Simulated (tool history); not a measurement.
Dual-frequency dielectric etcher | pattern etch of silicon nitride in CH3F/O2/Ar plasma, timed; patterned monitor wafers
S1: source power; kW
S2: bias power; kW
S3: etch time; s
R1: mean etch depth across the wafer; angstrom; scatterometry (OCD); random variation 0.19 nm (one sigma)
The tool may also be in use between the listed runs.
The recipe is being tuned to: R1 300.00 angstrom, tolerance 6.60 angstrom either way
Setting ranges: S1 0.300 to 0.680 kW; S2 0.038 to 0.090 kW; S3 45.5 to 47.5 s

Run 1, hour 0.0: S1 0.490 kW, S2 0.064 kW, S3 45.5 s. Result: R1 344.60 angstrom.
Run 2, hour 7.4: S1 0.450 kW, S2 0.063 kW, S3 45.5 s. Result: R1 332.89 angstrom.
Run 3, hour 11.7: S1 0.450 kW, S2 0.057 kW, S3 45.5 s. Result: R1 323.68 angstrom.
Run 4, hour 17.1: S1 0.430 kW, S2 0.056 kW, S3 45.5 s. Result: R1 316.56 angstrom.
Run 5, hour 25.4: S1 0.420 kW, S2 0.055 kW, S3 45.5 s. Result: R1 315.06 angstrom.
Run 6, hour 32.4: S1 0.500 kW, S2 0.055 kW, S3 45.5 s. Result: R1 330.41 angstrom.
Run 7, hour 35.0: S1 0.470 kW, S2 0.054 kW, S3 45.5 s. Result: R1 325.62 angstrom.
Run 8, hour 38.0: S1 0.450 kW, S2 0.053 kW, S3 45.5 s. Result: R1 317.31 angstrom.
Run 9, hour 40.3: S1 0.430 kW, S2 0.052 kW, S3 45.5 s. Result: R1 311.24 angstrom.
Run 10, hour 49.0: S1 0.420 kW, S2 0.052 kW, S3 45.5 s. Result: R1 310.89 angstrom.

Exercise: of the 5 proposed moves below, exactly one satisfies all targets within the stated allowed misses. Which move is it?
Run A, hour 57.7: S1 0.420 kW, S2 0.046 kW, S3 47.5 s. Result: R1 ?.
Run B, hour 57.7: S1 0.390 kW, S2 0.051 kW, S3 45.5 s. Result: R1 ?.
Run C, hour 57.7: S1 0.450 kW, S2 0.051 kW, S3 45.5 s. Result: R1 ?.
Run D, hour 57.7: S1 0.440 kW, S2 0.050 kW, S3 47.0 s. Result: R1 ?.
Run E, hour 57.7: S1 0.400 kW, S2 0.049 kW, S3 47.5 s. Result: R1 ?.

move      R1
   A  317.63
   B  304.89
   C  320.09
   D  326.38
   E  317.60
A: the biggest miss grows against the last run
B: in spec on every target
C: the biggest miss grows against the last run
D: the biggest miss grows against the last run
E: the biggest miss grows against the last run
So the answer is move B, the one that meets all the targets.
